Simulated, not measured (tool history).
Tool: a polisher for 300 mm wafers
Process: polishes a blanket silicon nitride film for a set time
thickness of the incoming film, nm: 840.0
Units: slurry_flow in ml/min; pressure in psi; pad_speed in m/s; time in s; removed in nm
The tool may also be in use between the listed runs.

run  hour  slurry_flow  pressure  pad_speed  time  removed
  1     0          230       4.3       1.14    35   81.518
  2   6.4          230       4.7       1.16    35   91.042
  3  15.4          230       3.7       1.16    35   71.869
  4  17.8          230       3.7       1.36    35   77.993
  5  20.1          230       4.2       1.38    35   89.532
  6  27.8          230       4.2        1.1    35   79.067

Forecast run 7:
  7  32.4          230       4.7       1.12    35        ?

{"run 7": {"removed": 89.363}}

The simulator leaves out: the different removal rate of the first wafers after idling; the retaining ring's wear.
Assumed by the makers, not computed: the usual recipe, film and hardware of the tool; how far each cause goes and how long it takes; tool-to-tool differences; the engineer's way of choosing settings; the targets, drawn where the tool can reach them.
